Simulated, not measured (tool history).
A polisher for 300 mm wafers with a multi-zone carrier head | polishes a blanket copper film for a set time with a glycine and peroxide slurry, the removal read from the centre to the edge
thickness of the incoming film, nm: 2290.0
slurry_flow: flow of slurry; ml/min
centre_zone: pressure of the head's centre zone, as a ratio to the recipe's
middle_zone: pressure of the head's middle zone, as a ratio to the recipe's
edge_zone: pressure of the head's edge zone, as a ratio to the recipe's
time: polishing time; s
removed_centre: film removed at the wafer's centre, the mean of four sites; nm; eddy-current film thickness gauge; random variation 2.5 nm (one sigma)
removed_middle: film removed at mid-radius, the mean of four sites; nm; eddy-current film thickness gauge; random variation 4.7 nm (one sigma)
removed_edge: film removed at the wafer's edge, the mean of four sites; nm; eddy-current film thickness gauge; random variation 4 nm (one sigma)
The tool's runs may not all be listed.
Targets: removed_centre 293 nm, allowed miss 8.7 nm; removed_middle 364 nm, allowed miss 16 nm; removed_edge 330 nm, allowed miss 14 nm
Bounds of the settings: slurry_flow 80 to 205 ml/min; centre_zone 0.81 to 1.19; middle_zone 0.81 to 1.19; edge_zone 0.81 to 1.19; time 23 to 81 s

run,hour,slurry_flow,centre_zone,middle_zone,edge_zone,time,removed_centre,removed_middle,removed_edge
1,0,135,1,1,1,52,235.59,248.14,244.04
2,5.7,140,0.99,1.03,1.03,54,246.88,271.9,252.33
3,8.7,140,0.97,1.03,1.04,57,252.26,283.84,267.01
4,17.4,140,0.97,0.98,1.04,57,250.72,269.21,275.76
5,25.4,140,0.97,1.06,1.04,57,254.24,290.29,275.59
6,28.1,140,0.97,1.06,1.07,57,250.33,290.89,267.66
7,33.2,145,0.96,1.06,1.07,59,262.75,302.49,279.15
8,35.4,145,0.95,1.07,1.07,61,266.6,321.8,300.77
9,36.7,150,0.95,1.07,1.07,61,270.81,312.96,304.89
10,42,150,0.95,1.09,1.07,62,272.8,332.01,302.61
11,50.5,155,0.95,1.09,1.07,62,275.28,333.76,297.14
12,53.1,155,0.95,1.09,1.07,63,285,338.63,311.61
13,58.1,155,0.95,1.1,1.07,63,279.67,335.78,310.31
14,59.8,155,0.95,1.11,1.07,64,284.52,350.23,307.83
15,68.5,155,0.95,1.11,1.08,64,287.83,344.89,316.33

5 next moves are on the table. One of them brings every result within its allowed miss. Which?
A,77.2,155,1.07,1.16,1.12,60,?,?,?
B,77.2,155,0.97,1.08,1.14,61,?,?,?
C,77.2,145,0.98,1.14,1.06,63,?,?,?
D,77.2,140,0.93,0.93,1.16,68,?,?,?
E,77.2,175,0.92,1.09,1.07,67,?,?,?

move,removed_centre,removed_middle,removed_edge
A,300.73,333.56,303.39
B,276.81,319.1,311.51
C,285.1,341.13,307.51
D,289.32,307.84,346.37
E,294.88,360.56,336.48
A: further off than the last run
B: further off than the last run
C: further off than the last run
D: further off than the last run
E: meets every target
Answer: E

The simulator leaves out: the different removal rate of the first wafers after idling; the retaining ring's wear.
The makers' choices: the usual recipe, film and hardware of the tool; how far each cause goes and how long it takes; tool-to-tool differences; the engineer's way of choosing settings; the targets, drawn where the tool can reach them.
